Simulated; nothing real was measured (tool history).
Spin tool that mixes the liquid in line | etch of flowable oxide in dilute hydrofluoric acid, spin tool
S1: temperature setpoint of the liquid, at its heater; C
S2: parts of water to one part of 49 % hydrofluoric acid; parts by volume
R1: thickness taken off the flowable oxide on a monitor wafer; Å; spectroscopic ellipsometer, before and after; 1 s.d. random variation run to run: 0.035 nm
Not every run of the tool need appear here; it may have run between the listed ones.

run 1 hour=0.0 | S1=26.0 S2=280 time_under_the_liquid_(s)=95 | R1=112.770
run 2 hour=5.7 | S1=26.0 S2=280 time_under_the_liquid_(s)=100 | R1=118.930
run 3 hour=12.5 | S1=24.0 S2=315 time_under_the_liquid_(s)=100 | R1=95.573
run 4 hour=21.0 | S1=22.5 S2=340 time_under_the_liquid_(s)=100 | R1=82.398
run 5 hour=29.9 | S1=22.5 S2=380 time_under_the_liquid_(s)=100 | R1=71.436
run 6 hour=34.6 | S1=21.5 S2=390 time_under_the_liquid_(s)=100 | R1=66.205

What does the tool deliver on the next run?
run 7 hour=37.3 | S1=20.5 S2=400 time_under_the_liquid_(s)=100 | R1=?

{"run 7": {"R1": 62.357}}
